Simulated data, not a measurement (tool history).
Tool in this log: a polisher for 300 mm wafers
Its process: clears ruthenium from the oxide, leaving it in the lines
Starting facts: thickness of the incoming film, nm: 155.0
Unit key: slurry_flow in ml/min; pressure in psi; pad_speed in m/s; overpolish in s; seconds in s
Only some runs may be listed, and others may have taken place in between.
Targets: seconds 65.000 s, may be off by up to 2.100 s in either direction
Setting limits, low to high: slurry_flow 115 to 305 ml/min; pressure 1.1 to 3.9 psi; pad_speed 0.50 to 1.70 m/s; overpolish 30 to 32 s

run 1 hour=0.0 | slurry_flow=195 pressure=2.5 pad_speed=1.10 overpolish=30 | seconds=107.170
run 2 hour=8.3 | slurry_flow=200 pressure=2.7 pad_speed=1.10 overpolish=30 | seconds=100.170
run 3 hour=9.0 | slurry_flow=200 pressure=2.7 pad_speed=1.10 overpolish=30 | seconds=102.050
run 4 hour=16.7 | slurry_flow=200 pressure=2.9 pad_speed=1.12 overpolish=30 | seconds=94.876
run 5 hour=21.8 | slurry_flow=175 pressure=2.9 pad_speed=1.12 overpolish=30 | seconds=97.998
run 6 hour=30.9 | slurry_flow=215 pressure=2.9 pad_speed=1.12 overpolish=30 | seconds=95.010
run 7 hour=31.4 | slurry_flow=215 pressure=3.1 pad_speed=1.14 overpolish=30 | seconds=89.978
run 8 hour=39.9 | slurry_flow=215 pressure=3.2 pad_speed=1.18 overpolish=30 | seconds=84.873
run 9 hour=44.1 | slurry_flow=215 pressure=3.2 pad_speed=1.18 overpolish=30 | seconds=86.048
run 10 hour=51.4 | slurry_flow=215 pressure=3.3 pad_speed=1.22 overpolish=30 | seconds=81.199
run 11 hour=54.4 | slurry_flow=215 pressure=3.4 pad_speed=1.24 overpolish=30 | seconds=78.858
run 12 hour=58.3 | slurry_flow=215 pressure=3.5 pad_speed=1.26 overpolish=30 | seconds=76.871
run 13 hour=62.7 | slurry_flow=215 pressure=3.6 pad_speed=1.28 overpolish=30 | seconds=71.874
run 14 hour=66.3 | slurry_flow=215 pressure=3.8 pad_speed=1.30 overpolish=30 | seconds=70.342
run 15 hour=69.7 | slurry_flow=220 pressure=3.8 pad_speed=1.30 overpolish=30 | seconds=69.114

Which single option among these 5 for the next run brings every result within its allowed miss of target? Just one does.
run A hour=73.1 | slurry_flow=220 pressure=3.8 pad_speed=1.26 overpolish=30 | seconds=?
run B hour=73.1 | slurry_flow=155 pressure=3.9 pad_speed=1.32 overpolish=30 | seconds=?
run C hour=73.1 | slurry_flow=220 pressure=3.9 pad_speed=1.24 overpolish=32 | seconds=?
run D hour=73.1 | slurry_flow=225 pressure=3.5 pad_speed=1.38 overpolish=30 | seconds=?
run E hour=73.1 | slurry_flow=270 pressure=3.9 pad_speed=1.32 overpolish=32 | seconds=?

move=A seconds=71.818
move=B seconds=70.871
move=C seconds=71.534
move=D seconds=69.897
move=E seconds=66.232
A: the biggest miss grows against the last run
B: the biggest miss grows against the last run
C: the biggest miss grows against the last run
D: the biggest miss grows against the last run
E: every result lands within tolerance
E is the move that brings every result within its allowed miss.
